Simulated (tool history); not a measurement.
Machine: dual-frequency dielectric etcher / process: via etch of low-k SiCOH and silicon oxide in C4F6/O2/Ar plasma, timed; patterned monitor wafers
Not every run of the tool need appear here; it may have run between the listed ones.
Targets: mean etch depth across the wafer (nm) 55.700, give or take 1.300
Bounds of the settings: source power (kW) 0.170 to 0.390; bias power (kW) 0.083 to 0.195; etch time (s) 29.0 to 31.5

run  hour  source power (kW)  bias power (kW)  etch time (s)  mean etch depth across the wafer (nm)
  1   0.0              0.280            0.139           31.5                                 62.586
  2   5.7              0.280            0.139           29.0                                 58.064
  3  12.8              0.310            0.139           29.0                                 60.122
  4  14.8              0.290            0.136           29.0                                 57.870
  5  19.0              0.280            0.135           29.0                                 57.797
  6  21.6              0.320            0.135           29.0                                 60.139
  7  26.3              0.310            0.132           29.0                                 59.824
  8  31.6              0.300            0.129           29.0                                 57.925
  9  36.4              0.290            0.128           29.0                                 58.276
 10  42.9              0.280            0.125           29.0                                 57.344

Exactly one of the 5 candidate moves below puts every result within its allowed miss. Which one?
  A  49.4              0.310            0.158           30.0                                      ?
  B  49.4              0.270            0.137           30.5                                      ?
  C  49.4              0.320            0.130           29.0                                      ?
  D  49.4              0.270            0.118           29.0                                      ?
  E  49.4              0.260            0.117           31.0                                      ?

move  mean etch depth across the wafer (nm)
   A                                 63.550
   B                                 60.567
   C                                 60.025
   D                                 56.251
   E                                 59.408
A: the biggest miss grows against the last run
B: the biggest miss grows against the last run
C: the biggest miss grows against the last run
D: each result inside its tolerance
E: the biggest miss grows against the last run
D is the move that brings every result within its allowed miss.
